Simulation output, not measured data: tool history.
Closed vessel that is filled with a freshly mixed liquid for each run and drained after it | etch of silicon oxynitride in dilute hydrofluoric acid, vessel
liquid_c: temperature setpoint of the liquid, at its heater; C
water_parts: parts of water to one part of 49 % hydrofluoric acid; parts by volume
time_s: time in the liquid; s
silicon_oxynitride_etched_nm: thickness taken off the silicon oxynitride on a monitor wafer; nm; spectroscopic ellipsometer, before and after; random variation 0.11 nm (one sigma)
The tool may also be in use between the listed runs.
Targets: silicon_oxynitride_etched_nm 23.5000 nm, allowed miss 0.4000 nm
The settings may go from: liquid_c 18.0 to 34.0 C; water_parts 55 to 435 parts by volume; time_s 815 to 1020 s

run,day,liquid_c,water_parts,time_s,silicon_oxynitride_etched_nm
1,0.000,26.0,245,1020,9.3141
2,0.058,28.5,205,1020,12.7780
3,0.308,30.0,180,1020,15.9350
4,0.454,31.5,170,1020,18.2160
5,0.617,31.5,170,815,14.3910
6,0.700,31.5,170,815,14.2880
7,0.804,32.5,145,815,18.0080
8,0.992,33.0,135,815,20.0440
9,1.292,33.5,130,815,21.4130
10,1.533,33.5,125,815,22.5830
11,1.621,34.0,120,815,23.8510

Which of these 5 next moves meets every target?
A,1.708,33.5,135,975,?
B,1.708,33.5,120,855,?
C,1.708,29.5,110,880,?
D,1.708,33.5,115,815,?
E,1.708,34.0,130,910,?

move,silicon_oxynitride_etched_nm
A,24.5930
B,24.6640
C,23.4930
D,24.6690
E,24.4790
A: further off than the last run
B: further off than the last run
C: meets every target
D: further off than the last run
E: further off than the last run
Move C is the one to make.

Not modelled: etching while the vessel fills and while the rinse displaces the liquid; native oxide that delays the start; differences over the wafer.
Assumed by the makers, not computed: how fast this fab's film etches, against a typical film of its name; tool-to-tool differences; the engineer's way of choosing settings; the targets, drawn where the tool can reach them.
